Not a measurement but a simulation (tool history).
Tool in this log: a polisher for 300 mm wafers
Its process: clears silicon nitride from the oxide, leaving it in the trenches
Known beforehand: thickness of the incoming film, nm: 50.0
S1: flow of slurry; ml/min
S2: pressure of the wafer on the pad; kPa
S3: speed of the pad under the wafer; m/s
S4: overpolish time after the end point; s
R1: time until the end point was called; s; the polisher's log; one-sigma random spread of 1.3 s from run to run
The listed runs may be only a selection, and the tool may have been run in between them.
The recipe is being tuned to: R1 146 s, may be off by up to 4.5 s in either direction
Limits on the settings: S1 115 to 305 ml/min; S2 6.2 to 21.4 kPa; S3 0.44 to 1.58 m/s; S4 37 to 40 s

{"run": 1, "day": 0.0, "S1": 195, "S2": 13.8, "S3": 1, "S4": 37, "R1": 93.345}
{"run": 2, "day": 0.333, "S1": 195, "S2": 16.5, "S3": 1, "S4": 37, "R1": 79.171}
{"run": 3, "day": 0.442, "S1": 195, "S2": 16.5, "S3": 1.14, "S4": 37, "R1": 70.226}
{"run": 4, "day": 0.471, "S1": 190, "S2": 13.8, "S3": 1.12, "S4": 37, "R1": 84.296}
{"run": 5, "day": 0.821, "S1": 190, "S2": 13.8, "S3": 1.12, "S4": 37, "R1": 84.388}
{"run": 6, "day": 1.154, "S1": 190, "S2": 13.8, "S3": 0.94, "S4": 37, "R1": 100.09}
{"run": 7, "day": 1.479, "S1": 185, "S2": 12.4, "S3": 0.94, "S4": 37, "R1": 109.61}
{"run": 8, "day": 1.688, "S1": 180, "S2": 11, "S3": 0.94, "S4": 37, "R1": 123.68}
{"run": 9, "day": 1.938, "S1": 170, "S2": 10.3, "S3": 0.94, "S4": 37, "R1": 130.39}
{"run": 10, "day": 2.188, "S1": 160, "S2": 10.3, "S3": 0.94, "S4": 37, "R1": 131.83}
{"run": 11, "day": 2.512, "S1": 145, "S2": 9, "S3": 0.94, "S4": 37, "R1": 150.6}
{"run": 12, "day": 2.875, "S1": 150, "S2": 9, "S3": 0.94, "S4": 37, "R1": 152.12}
{"run": 13, "day": 3.029, "S1": 155, "S2": 9, "S3": 0.94, "S4": 37, "R1": 151.35}

Which one of the following 4 next-run settings gets every result inside its allowed miss? There is exactly one.
{"run": "A", "day": 3.183, "S1": 195, "S2": 8.3, "S3": 1.02, "S4": 40, "R1": "?"}
{"run": "B", "day": 3.183, "S1": 150, "S2": 10.3, "S3": 0.8, "S4": 37, "R1": "?"}
{"run": "C", "day": 3.183, "S1": 165, "S2": 9, "S3": 0.9, "S4": 37, "R1": "?"}
{"run": "D", "day": 3.183, "S1": 190, "S2": 9.7, "S3": 0.82, "S4": 37, "R1": "?"}

move=A R1=147.5
move=B R1=156.18
move=C R1=157.4
move=D R1=158.72
A: meets every target
B: the biggest miss grows against the last run
C: the biggest miss grows against the last run
D: the biggest miss grows against the last run
So the answer is move A, the one that meets all the targets.

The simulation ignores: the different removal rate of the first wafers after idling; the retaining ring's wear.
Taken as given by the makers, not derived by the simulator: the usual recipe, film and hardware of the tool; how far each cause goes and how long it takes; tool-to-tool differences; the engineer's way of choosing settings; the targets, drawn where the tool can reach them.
